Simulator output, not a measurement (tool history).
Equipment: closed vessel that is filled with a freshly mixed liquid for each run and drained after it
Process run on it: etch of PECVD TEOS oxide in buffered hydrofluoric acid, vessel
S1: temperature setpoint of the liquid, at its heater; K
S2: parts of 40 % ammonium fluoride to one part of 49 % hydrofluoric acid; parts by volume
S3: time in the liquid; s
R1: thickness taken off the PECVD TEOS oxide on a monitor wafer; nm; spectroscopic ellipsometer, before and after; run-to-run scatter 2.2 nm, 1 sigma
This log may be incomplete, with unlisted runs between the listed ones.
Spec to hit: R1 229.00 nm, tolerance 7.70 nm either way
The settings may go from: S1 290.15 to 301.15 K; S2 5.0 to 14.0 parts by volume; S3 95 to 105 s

run 1 hour=0.0 | S1=293.15 S2=8.5 S3=95 | R1=164.13
run 2 hour=7.5 | S1=290.65 S2=8.5 S3=95 | R1=145.05
run 3 hour=14.1 | S1=290.65 S2=8.5 S3=105 | R1=155.56
run 4 hour=18.6 | S1=291.15 S2=8.5 S3=105 | R1=164.72
run 5 hour=24.4 | S1=291.15 S2=8.5 S3=95 | R1=149.14
run 6 hour=31.8 | S1=291.15 S2=10.0 S3=95 | R1=129.29
run 7 hour=34.4 | S1=291.15 S2=10.0 S3=95 | R1=129.44
run 8 hour=43.1 | S1=292.15 S2=10.0 S3=95 | R1=138.49
run 9 hour=50.8 | S1=293.15 S2=10.0 S3=95 | R1=145.60
run 10 hour=58.5 | S1=294.15 S2=10.0 S3=95 | R1=153.88
run 11 hour=67.8 | S1=295.15 S2=10.0 S3=95 | R1=160.23
run 12 hour=72.6 | S1=295.65 S2=10.0 S3=95 | R1=163.86
run 13 hour=74.2 | S1=296.15 S2=10.0 S3=95 | R1=167.41
run 14 hour=82.3 | S1=296.65 S2=10.0 S3=95 | R1=173.63

Which of these 5 next moves meets every target?
run A hour=90.4 | S1=297.15 S2=8.0 S3=105 | R1=?
run B hour=90.4 | S1=298.15 S2=8.0 S3=100 | R1=?
run C hour=90.4 | S1=296.65 S2=6.5 S3=100 | R1=?
run D hour=90.4 | S1=293.15 S2=11.5 S3=100 | R1=?
run E hour=90.4 | S1=299.15 S2=9.0 S3=100 | R1=?

move=A R1=242.97
move=B R1=244.31
move=C R1=277.39
move=D R1=133.33
move=E R1=226.93
A: pushes the last run's worst result past its target
B: pushes the last run's worst result past its target
C: pushes the last run's worst result past its target
D: further off than the last run
E: all results land within tolerance of their targets
The right move is E.
